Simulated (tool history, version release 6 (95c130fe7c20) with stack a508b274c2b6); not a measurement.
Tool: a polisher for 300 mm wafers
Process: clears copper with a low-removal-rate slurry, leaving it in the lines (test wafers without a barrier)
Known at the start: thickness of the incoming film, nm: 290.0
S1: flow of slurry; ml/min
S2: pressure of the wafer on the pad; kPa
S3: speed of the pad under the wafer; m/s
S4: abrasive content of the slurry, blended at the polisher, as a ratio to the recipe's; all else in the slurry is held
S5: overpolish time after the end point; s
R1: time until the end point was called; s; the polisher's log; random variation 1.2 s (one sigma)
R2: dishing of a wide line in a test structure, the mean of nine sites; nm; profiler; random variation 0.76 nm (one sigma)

Run 1, hour 0: S1 200 ml/min, S2 28.3 kPa, S3 0.92 m/s, S4 1, S5 18 s. Result: R1 82.241 s, R2 38.373 nm.
Run 2, hour 5.2: S1 200 ml/min, S2 29.6 kPa, S3 0.92 m/s, S4 1, S5 17 s. Result: R1 81.386 s, R2 39.162 nm.
Run 3, hour 9.5: S1 175 ml/min, S2 29.6 kPa, S3 0.92 m/s, S4 1, S5 17 s. Result: R1 77.603 s, R2 39.902 nm.
Run 4, hour 11.9: S1 130 ml/min, S2 29.6 kPa, S3 0.92 m/s, S4 1, S5 17 s. Result: R1 84.162 s, R2 36.935 nm.
Run 5, hour 15.4: S1 120 ml/min, S2 29.6 kPa, S3 0.92 m/s, S4 1, S5 17 s. Result: R1 86.117 s, R2 38.467 nm.
Run 6, hour 19.6: S1 120 ml/min, S2 29.6 kPa, S3 0.92 m/s, S4 1, S5 25 s. Result: R1 84.329 s, R2 49.911 nm.
Run 7, hour 23.1: S1 130 ml/min, S2 31 kPa, S3 0.92 m/s, S4 1, S5 22 s. Result: R1 80.264 s, R2 45.857 nm.
Run 8, hour 29.3: S1 135 ml/min, S2 32.4 kPa, S3 0.92 m/s, S4 1, S5 20 s. Result: R1 77.283 s, R2 47.348 nm.
Run 9, hour 34.8: S1 145 ml/min, S2 33.1 kPa, S3 0.94 m/s, S4 1, S5 18 s. Result: R1 75.72 s, R2 44.381 nm.
Run 10, hour 39: S1 150 ml/min, S2 33.8 kPa, S3 0.96 m/s, S4 1, S5 16 s. Result: R1 70.335 s, R2 41.725 nm.
Run 11, hour 42.3: S1 150 ml/min, S2 34.5 kPa, S3 0.96 m/s, S4 1, S5 15 s. Result: R1 70.932 s, R2 40.334 nm.

Forecast run 12:
Run 12, hour 45.6: S1 150 ml/min, S2 35.2 kPa, S3 0.96 m/s, S4 1, S5 14 s. Result: R1 ?, R2 ?.

Run 12 gave R1 70.688 s, R2 38.543 nm.
